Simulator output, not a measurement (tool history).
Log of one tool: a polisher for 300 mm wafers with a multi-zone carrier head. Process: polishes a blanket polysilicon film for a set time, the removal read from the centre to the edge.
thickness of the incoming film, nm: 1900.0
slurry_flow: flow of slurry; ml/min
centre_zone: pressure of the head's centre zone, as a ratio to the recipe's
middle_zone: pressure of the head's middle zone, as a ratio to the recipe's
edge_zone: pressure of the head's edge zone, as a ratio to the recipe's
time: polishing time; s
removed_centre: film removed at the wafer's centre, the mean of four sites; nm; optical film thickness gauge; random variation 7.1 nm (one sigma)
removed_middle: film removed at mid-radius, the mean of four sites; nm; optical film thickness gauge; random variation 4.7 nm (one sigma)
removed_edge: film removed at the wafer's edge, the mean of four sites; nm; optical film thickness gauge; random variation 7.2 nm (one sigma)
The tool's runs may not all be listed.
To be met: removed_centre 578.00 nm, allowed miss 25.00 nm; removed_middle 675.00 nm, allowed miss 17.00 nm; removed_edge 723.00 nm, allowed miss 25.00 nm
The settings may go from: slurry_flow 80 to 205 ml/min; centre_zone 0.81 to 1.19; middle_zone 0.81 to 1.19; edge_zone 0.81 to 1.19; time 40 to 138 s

run	hour	slurry_flow	centre_zone	middle_zone	edge_zone	time	removed_centre	removed_middle	removed_edge
1	0.0	135	1.00	1.00	1.00	88	520.51	501.09	508.91
2	4.6	135	1.00	1.08	1.00	88	526.20	531.33	508.80
3	11.4	135	0.96	1.08	1.00	88	498.08	524.20	509.65
4	14.2	140	0.95	1.08	1.02	90	513.48	549.30	527.07
5	22.4	140	0.94	1.07	1.04	93	506.95	565.04	548.99
6	24.7	140	0.94	1.06	1.06	95	529.50	567.30	568.46
7	31.5	145	0.93	1.06	1.08	97	535.00	581.54	588.63
8	36.2	145	0.93	1.06	1.08	97	533.17	579.81	592.07
9	42.5	150	0.92	1.06	1.09	98	550.89	589.46	591.05
10	49.7	150	0.92	1.06	1.09	98	532.81	597.61	598.31
11	54.4	150	0.92	1.06	1.10	100	555.50	613.44	615.40
12	61.0	150	0.91	1.06	1.11	101	546.50	614.96	626.75
13	65.6	150	0.91	1.06	1.12	102	558.73	615.10	632.92
14	67.0	150	0.91	1.06	1.12	102	559.74	615.90	633.68
15	74.0	150	0.90	1.06	1.13	103	554.72	632.86	643.91
16	82.7	175	0.85	1.00	1.19	109	572.05	644.31	711.19
17	87.5	185	0.84	1.01	1.19	109	582.82	664.44	707.08
18	91.3	180	0.83	1.01	1.19	110	566.55	658.15	717.97

5 next moves are on the table. One of them brings every result within its allowed miss. Which?
A	95.1	155	0.88	1.08	1.19	115	?	?	?
B	95.1	165	0.84	0.95	1.19	115	?	?	?
C	95.1	190	0.85	0.97	1.17	109	?	?	?
D	95.1	160	0.84	1.04	1.19	111	?	?	?
E	95.1	175	0.83	0.94	1.19	110	?	?	?

move	removed_centre	removed_middle	removed_edge
A	603.55	706.93	744.08
B	582.01	640.87	750.88
C	571.88	631.41	716.29
D	558.99	664.36	721.30
E	555.68	613.22	723.14
A: takes the result that was furthest off past its target
B: further off than the last run
C: further off than the last run
D: meets every target
E: further off than the last run
The right move is D.

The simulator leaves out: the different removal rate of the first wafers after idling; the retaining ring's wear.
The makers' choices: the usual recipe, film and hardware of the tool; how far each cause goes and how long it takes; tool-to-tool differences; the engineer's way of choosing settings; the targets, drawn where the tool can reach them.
